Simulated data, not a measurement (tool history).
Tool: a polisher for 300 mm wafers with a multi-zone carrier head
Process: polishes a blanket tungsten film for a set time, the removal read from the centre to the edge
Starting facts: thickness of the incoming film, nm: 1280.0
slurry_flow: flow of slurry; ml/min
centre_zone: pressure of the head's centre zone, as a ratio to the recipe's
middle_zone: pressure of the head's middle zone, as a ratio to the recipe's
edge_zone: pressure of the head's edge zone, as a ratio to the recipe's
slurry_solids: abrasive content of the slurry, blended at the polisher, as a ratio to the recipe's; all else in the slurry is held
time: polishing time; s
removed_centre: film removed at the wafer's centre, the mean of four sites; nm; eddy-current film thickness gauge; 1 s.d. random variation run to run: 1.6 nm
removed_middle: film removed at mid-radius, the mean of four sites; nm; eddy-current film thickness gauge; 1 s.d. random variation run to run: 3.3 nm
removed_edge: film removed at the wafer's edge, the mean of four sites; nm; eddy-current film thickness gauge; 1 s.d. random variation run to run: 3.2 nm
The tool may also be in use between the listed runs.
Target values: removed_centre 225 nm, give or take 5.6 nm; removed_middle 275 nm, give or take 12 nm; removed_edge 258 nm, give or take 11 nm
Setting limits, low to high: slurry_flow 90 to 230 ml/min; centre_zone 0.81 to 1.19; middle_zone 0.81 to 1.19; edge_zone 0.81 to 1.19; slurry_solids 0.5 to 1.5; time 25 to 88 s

Run 1, hour 0: slurry_flow 150 ml/min, centre_zone 1, middle_zone 1, edge_zone 1, slurry_solids 1, time 56 s. Result: removed_centre 285.99 nm, removed_middle 288.61 nm, removed_edge 281.6 nm.
Run 2, hour 7.9: slurry_flow 145 ml/min, centre_zone 0.97, middle_zone 1, edge_zone 0.99, slurry_solids 1, time 56 s. Result: removed_centre 273.57 nm, removed_middle 290.87 nm, removed_edge 283.15 nm.
Run 3, hour 14.9: slurry_flow 140 ml/min, centre_zone 0.96, middle_zone 1, edge_zone 0.97, slurry_solids 0.95, time 56 s. Result: removed_centre 267.11 nm, removed_middle 282.94 nm, removed_edge 271.25 nm.
Run 4, hour 22.8: slurry_flow 135 ml/min, centre_zone 0.94, middle_zone 1, edge_zone 0.97, slurry_solids 0.95, time 56 s. Result: removed_centre 257.82 nm, removed_middle 280.11 nm, removed_edge 274.98 nm.
Run 5, hour 31.6: slurry_flow 130 ml/min, centre_zone 0.93, middle_zone 1.01, edge_zone 0.96, slurry_solids 0.95, time 56 s. Result: removed_centre 253.64 nm, removed_middle 282.16 nm, removed_edge 270.24 nm.
Run 6, hour 37.7: slurry_flow 130 ml/min, centre_zone 0.93, middle_zone 1.01, edge_zone 0.96, slurry_solids 0.85, time 56 s. Result: removed_centre 249.85 nm, removed_middle 271.3 nm, removed_edge 266.87 nm.
Run 7, hour 41.6: slurry_flow 125 ml/min, centre_zone 0.92, middle_zone 1.02, edge_zone 0.96, slurry_solids 0.85, time 56 s. Result: removed_centre 243.05 nm, removed_middle 276.31 nm, removed_edge 266.74 nm.
Run 8, hour 43: slurry_flow 120 ml/min, centre_zone 0.91, middle_zone 1.02, edge_zone 0.96, slurry_solids 0.85, time 56 s. Result: removed_centre 241.75 nm, removed_middle 275.51 nm, removed_edge 260.2 nm.
Run 9, hour 45.9: slurry_flow 100 ml/min, centre_zone 0.83, middle_zone 1.03, edge_zone 1.01, slurry_solids 0.9, time 56 s. Result: removed_centre 212.84 nm, removed_middle 274.13 nm, removed_edge 266.02 nm.
Run 10, hour 48.5: slurry_flow 105 ml/min, centre_zone 0.84, middle_zone 1.03, edge_zone 1, slurry_solids 0.9, time 56 s. Result: removed_centre 216.98 nm, removed_middle 270.05 nm, removed_edge 267.28 nm.
At hour 56.9: worn pad replaced by a new one.
Run 11, hour 56.9: slurry_flow 105 ml/min, centre_zone 0.84, middle_zone 1.03, edge_zone 0.99, slurry_solids 0.9, time 56 s. Result: removed_centre 234.87 nm, removed_middle 299.14 nm, removed_edge 289.17 nm.

Which of these 4 next moves meets every target?
Run A, hour 65.3: slurry_flow 100 ml/min, centre_zone 0.85, middle_zone 0.95, edge_zone 1, slurry_solids 1.05, time 58 s. Result: removed_centre ?, removed_middle ?, removed_edge ?.
Run B, hour 65.3: slurry_flow 120 ml/min, centre_zone 0.99, middle_zone 1.1, edge_zone 0.91, slurry_solids 0.9, time 46 s. Result: removed_centre ?, removed_middle ?, removed_edge ?.
Run C, hour 65.3: slurry_flow 90 ml/min, centre_zone 0.88, middle_zone 1.04, edge_zone 0.92, slurry_solids 1.05, time 52 s. Result: removed_centre ?, removed_middle ?, removed_edge ?.
Run D, hour 65.3: slurry_flow 130 ml/min, centre_zone 0.96, middle_zone 0.99, edge_zone 0.98, slurry_solids 0.8, time 51 s. Result: removed_centre ?, removed_middle ?, removed_edge ?.

move  removed_centre  removed_middle  removed_edge
   A          248.92          282.42        307.38
   B          233.21          255.09        235.37
   C          225.35          267.21         264.3
   D          249.23          256.82        264.22
A: moves away from the targets compared with the last run
B: the result that was furthest off in the last run now lies on the other side of its target
C: every result lands within tolerance
D: brings the result that was furthest off to its target, and leaves another outside
The move that meets every target is C.

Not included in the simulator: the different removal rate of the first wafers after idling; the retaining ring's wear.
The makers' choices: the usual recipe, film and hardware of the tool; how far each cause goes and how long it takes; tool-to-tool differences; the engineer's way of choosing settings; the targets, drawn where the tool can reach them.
